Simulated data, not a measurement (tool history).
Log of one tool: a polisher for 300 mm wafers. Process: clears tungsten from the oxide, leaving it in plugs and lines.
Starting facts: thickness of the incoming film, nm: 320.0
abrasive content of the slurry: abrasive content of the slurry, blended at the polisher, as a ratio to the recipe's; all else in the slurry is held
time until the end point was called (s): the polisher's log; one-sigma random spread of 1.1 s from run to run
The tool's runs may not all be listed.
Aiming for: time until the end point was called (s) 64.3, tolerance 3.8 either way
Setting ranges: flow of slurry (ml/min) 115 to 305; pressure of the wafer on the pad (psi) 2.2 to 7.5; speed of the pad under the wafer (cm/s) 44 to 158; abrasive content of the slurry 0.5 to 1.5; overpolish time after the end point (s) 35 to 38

run	day	flow of slurry (ml/min)	pressure of the wafer on the pad (psi)	speed of the pad under the wafer (cm/s)	abrasive content of the slurry	overpolish time after the end point (s)	time until the end point was called (s)
1	0	195	4.8	100	1	35	42.994
2	0.104	195	4.8	100	0.9	35	44.611
3	0.342	195	4.8	100	0.75	35	47.648
4	0.675	195	4.8	100	0.9	35	43.636
5	0.758	195	4.6	100	0.9	35	44.719
6	0.992	195	4.6	100	0.7	35	49.484
7	1.329	195	4.4	100	0.7	35	51.864
8	1.471	195	4.3	100	0.7	35	52.133
9	1.733	195	4.2	100	0.7	35	52.735
10	2.033	195	4.1	100	0.7	35	55.076
11	2.175	195	4	100	0.7	35	54.613
12	2.5	195	3.9	100	0.7	35	56.258
13	2.571	195	3.8	100	0.7	35	57.524
14	2.671	195	3.7	100	0.7	35	61.665
15	2.854	195	3.6	100	0.7	35	61.132

Exercise: of the 5 proposed moves below, exactly one satisfies all targets within the stated allowed misses. Which move is it?
A	3.038	165	4	86	1.05	38	?
B	3.038	245	4.3	86	0.8	35	?
C	3.038	230	4.1	92	0.75	38	?
D	3.038	200	3.8	96	0.6	38	?
E	3.038	205	3.5	112	0.7	35	?

move	time until the end point was called (s)
A	57.778
B	57.073
C	57.316
D	65.435
E	55.618
A: its largest miss is bigger than the last run's
B: its largest miss is bigger than the last run's
C: its largest miss is bigger than the last run's
D: all results in spec
E: its largest miss is bigger than the last run's
The move that meets every target is D.
